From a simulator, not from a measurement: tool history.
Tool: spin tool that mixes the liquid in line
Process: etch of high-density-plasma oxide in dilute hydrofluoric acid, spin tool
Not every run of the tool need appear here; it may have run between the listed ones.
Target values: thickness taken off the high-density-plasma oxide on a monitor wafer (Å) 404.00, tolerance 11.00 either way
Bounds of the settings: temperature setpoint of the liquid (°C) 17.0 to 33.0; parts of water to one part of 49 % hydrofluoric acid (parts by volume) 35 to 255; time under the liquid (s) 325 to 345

run  hour  temperature setpoint of the liquid (°C)  parts of water to one part of 49 % hydrofluoric acid (parts by volume)  time under the liquid (s)  thickness taken off the high-density-plasma oxide on a monitor wafer (Å)
  1   0.0                                     25.0                                                                     145                        325                                                                    171.17
  2   6.8                                     28.5                                                                     145                        325                                                                    197.43
  3  11.2                                     29.0                                                                     135                        325                                                                    217.87
  4  16.3                                     29.5                                                                     125                        325                                                                    244.53
  5  25.3                                     29.5                                                                     125                        345                                                                    256.69
  6  25.9                                     29.5                                                                     125                        325                                                                    247.00
  7  30.0                                     30.0                                                                     120                        325                                                                    262.93
     37.8  -- hydrofluoric acid flow meter replaced
  8  37.8                                     30.5                                                                     115                        325                                                                    322.22
  9  45.0                                     30.5                                                                     115                        325                                                                    325.10
 10  51.9                                     31.0                                                                     115                        325                                                                    329.53
 11  59.9                                     31.5                                                                     115                        325                                                                    338.83
 12  65.3                                     32.5                                                                     110                        325                                                                    363.51
 13  66.2                                     33.0                                                                     105                        325                                                                    393.83

Pick the move, out of 5, that brings all results within their allowed miss; only one does.
  A  67.1                                     32.0                                                                     110                        345                                                                         ?
  B  67.1                                     30.5                                                                     100                        325                                                                         ?
  C  67.1                                     32.0                                                                     105                        345                                                                         ?
  D  67.1                                     32.5                                                                     110                        325                                                                         ?
  E  67.1                                     32.0                                                                     105                        325                                                                         ?

move  thickness taken off the high-density-plasma oxide on a monitor wafer (Å)
   A                                                                    380.08
   B                                                                    378.06
   C                                                                    401.10
   D                                                                    364.62
   E                                                                    377.84
A: the biggest miss grows against the last run
B: the biggest miss grows against the last run
C: each result inside its tolerance
D: the biggest miss grows against the last run
E: the biggest miss grows against the last run
Answer: C
